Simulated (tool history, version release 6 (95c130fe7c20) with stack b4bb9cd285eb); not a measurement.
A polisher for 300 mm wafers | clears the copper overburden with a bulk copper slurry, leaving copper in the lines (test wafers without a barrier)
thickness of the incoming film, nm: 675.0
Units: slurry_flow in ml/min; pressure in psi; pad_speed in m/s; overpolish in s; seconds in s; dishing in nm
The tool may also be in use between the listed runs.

| run | hour | slurry_flow | pressure | pad_speed | slurry_solids | overpolish | seconds | dishing |
|---|---|---|---|---|---|---|---|---|
| 1 | 0.0 | 245 | 1.6 | 0.88 | 1.00 | 25 | 156.29 | 61.276 |
| 2 | 2.7 | 245 | 1.6 | 0.88 | 1.00 | 16 | 154.14 | 45.019 |
| 3 | 4.1 | 245 | 1.6 | 0.88 | 1.15 | 16 | 151.54 | 47.366 |
| 4 | 11.4 | 245 | 1.6 | 0.98 | 1.15 | 16 | 137.24 | 51.418 |
| 5 | 19.7 | 250 | 1.3 | 0.98 | 1.15 | 19 | 169.64 | 47.891 |
| 6 | 20.3 | 250 | 1.2 | 0.98 | 1.15 | 20 | 179.24 | 46.074 |
| 7 | 29.3 | 250 | 1.1 | 0.98 | 1.15 | 22 | 198.24 | 46.458 |
| 8 | 36.8 | 250 | 1.1 | 0.98 | 1.15 | 22 | 196.54 | 47.399 |
| 9 | 37.7 | 250 | 1.0 | 0.98 | 1.15 | 22 | 214.34 | 42.782 |

The next listed run, before its measurement:
| 10 | 46.7 | 245 | 1.0 | 0.98 | 1.15 | 23 | ? | ? |

{"run 10": {"seconds": 216.62, "dishing": 43.176}}
